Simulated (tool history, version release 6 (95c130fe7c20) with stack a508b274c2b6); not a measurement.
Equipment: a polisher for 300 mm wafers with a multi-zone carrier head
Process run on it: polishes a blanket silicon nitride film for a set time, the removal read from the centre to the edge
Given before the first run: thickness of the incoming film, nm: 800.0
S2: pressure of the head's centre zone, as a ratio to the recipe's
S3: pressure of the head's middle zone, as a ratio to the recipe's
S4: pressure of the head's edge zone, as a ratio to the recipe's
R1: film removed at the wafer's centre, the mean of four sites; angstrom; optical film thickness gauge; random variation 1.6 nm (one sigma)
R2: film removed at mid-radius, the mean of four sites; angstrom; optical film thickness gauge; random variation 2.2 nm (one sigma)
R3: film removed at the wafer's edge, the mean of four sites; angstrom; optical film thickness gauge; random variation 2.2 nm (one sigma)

Run 1, hour 0.0: flow of slurry (ml/min) 295, S2 1.00, S3 1.00, S4 1.00, polishing time (s) 88. Result: R1 1768.0 angstrom, R2 1718.0 angstrom, R3 1674.2 angstrom.
Run 2, hour 6.0: flow of slurry (ml/min) 295, S2 1.00, S3 0.94, S4 1.00, polishing time (s) 88. Result: R1 1771.2 angstrom, R2 1621.1 angstrom, R3 1653.2 angstrom.
Run 3, hour 13.2: flow of slurry (ml/min) 295, S2 1.00, S3 0.94, S4 0.95, polishing time (s) 88. Result: R1 1740.1 angstrom, R2 1639.1 angstrom, R3 1598.1 angstrom.
Run 4, hour 14.9: flow of slurry (ml/min) 300, S2 1.01, S3 0.97, S4 0.99, polishing time (s) 89. Result: R1 1790.7 angstrom, R2 1675.5 angstrom, R3 1670.0 angstrom.
Run 5, hour 19.1: flow of slurry (ml/min) 300, S2 1.02, S3 1.00, S4 1.02, polishing time (s) 90. Result: R1 1814.7 angstrom, R2 1760.6 angstrom, R3 1684.0 angstrom.
Run 6, hour 22.0: flow of slurry (ml/min) 300, S2 0.95, S3 1.00, S4 1.02, polishing time (s) 90. Result: R1 1673.3 angstrom, R2 1726.7 angstrom, R3 1714.5 angstrom.
Run 7, hour 24.6: flow of slurry (ml/min) 300, S2 0.97, S3 1.01, S4 1.04, polishing time (s) 92. Result: R1 1764.0 angstrom, R2 1802.9 angstrom, R3 1762.6 angstrom.
Run 8, hour 30.5: flow of slurry (ml/min) 300, S2 0.98, S3 1.01, S4 1.06, polishing time (s) 93. Result: R1 1825.7 angstrom, R2 1829.6 angstrom, R3 1814.8 angstrom.
Run 9, hour 35.9: flow of slurry (ml/min) 300, S2 0.98, S3 1.01, S4 1.06, polishing time (s) 93. Result: R1 1808.3 angstrom, R2 1809.2 angstrom, R3 1780.0 angstrom.
Run 10, hour 43.7: flow of slurry (ml/min) 300, S2 0.99, S3 1.01, S4 1.07, polishing time (s) 95. Result: R1 1850.5 angstrom, R2 1828.7 angstrom, R3 1853.8 angstrom.
Run 11, hour 50.9: flow of slurry (ml/min) 305, S2 1.00, S3 1.02, S4 1.08, polishing time (s) 96. Result: R1 1919.3 angstrom, R2 1872.0 angstrom, R3 1914.7 angstrom.
Run 12, hour 54.3: flow of slurry (ml/min) 310, S2 1.01, S3 1.03, S4 1.08, polishing time (s) 96. Result: R1 1948.3 angstrom, R2 1893.5 angstrom, R3 1901.6 angstrom.
Run 13, hour 60.6: flow of slurry (ml/min) 315, S2 1.01, S3 1.03, S4 1.09, polishing time (s) 96. Result: R1 1928.5 angstrom, R2 1904.7 angstrom, R3 1880.6 angstrom.

What does the tool deliver on the next run?
Run 14, hour 63.2: flow of slurry (ml/min) 310, S2 1.02, S3 1.03, S4 1.10, polishing time (s) 97. Result: R1 ?, R2 ?, R3 ?.

{"run 14": {"R1": 1974.4, "R2": 1919.4, "R3": 1916.2}}
